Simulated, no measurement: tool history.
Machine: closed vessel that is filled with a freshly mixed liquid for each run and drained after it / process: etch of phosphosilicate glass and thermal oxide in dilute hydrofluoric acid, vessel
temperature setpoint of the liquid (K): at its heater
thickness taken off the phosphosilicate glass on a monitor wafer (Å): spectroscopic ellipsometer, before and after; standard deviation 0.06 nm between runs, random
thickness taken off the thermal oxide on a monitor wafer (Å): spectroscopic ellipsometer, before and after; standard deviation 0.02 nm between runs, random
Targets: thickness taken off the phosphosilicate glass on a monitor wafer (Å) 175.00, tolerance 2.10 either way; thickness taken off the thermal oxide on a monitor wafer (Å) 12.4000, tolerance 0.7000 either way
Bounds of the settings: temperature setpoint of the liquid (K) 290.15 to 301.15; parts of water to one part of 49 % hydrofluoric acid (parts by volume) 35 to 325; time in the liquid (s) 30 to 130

run	hour	temperature setpoint of the liquid (K)	parts of water to one part of 49 % hydrofluoric acid (parts by volume)	time in the liquid (s)	thickness taken off the phosphosilicate glass on a monitor wafer (Å)	thickness taken off the thermal oxide on a monitor wafer (Å)
1	0.0	293.15	180	65	227.11	16.7150
2	1.0	292.65	185	65	216.20	15.6050
3	3.3	290.15	185	65	195.96	14.0460
4	6.9	290.15	185	45	135.58	9.6233
5	10.4	291.15	185	45	140.95	10.2210
6	16.3	292.15	185	45	146.41	10.4500
7	18.6	293.15	185	45	152.13	10.9530
8	24.7	293.65	185	45	155.43	11.0530
9	27.0	294.15	185	45	157.55	11.2450
10	30.3	294.65	185	45	161.42	11.2470

Below are 4 possible settings for the next run. Only one of them brings all results inside the allowed miss of their targets. Which is it?
A	33.6	290.15	180	55	?	?
B	33.6	296.15	215	55	?	?
C	33.6	292.65	180	50	?	?
D	33.6	293.15	215	55	?	?

move	thickness taken off the phosphosilicate glass on a monitor wafer (Å)	thickness taken off the thermal oxide on a monitor wafer (Å)
A	171.00	12.4530
B	174.44	12.7030
C	171.72	12.5050
D	155.81	11.3460
A: closes in on the targets versus the last run, not all within tolerance yet
B: meets every target
C: closes in on the targets versus the last run, not all within tolerance yet
D: moves away from the targets compared with the last run
So the answer is move B, the one that meets all the targets.
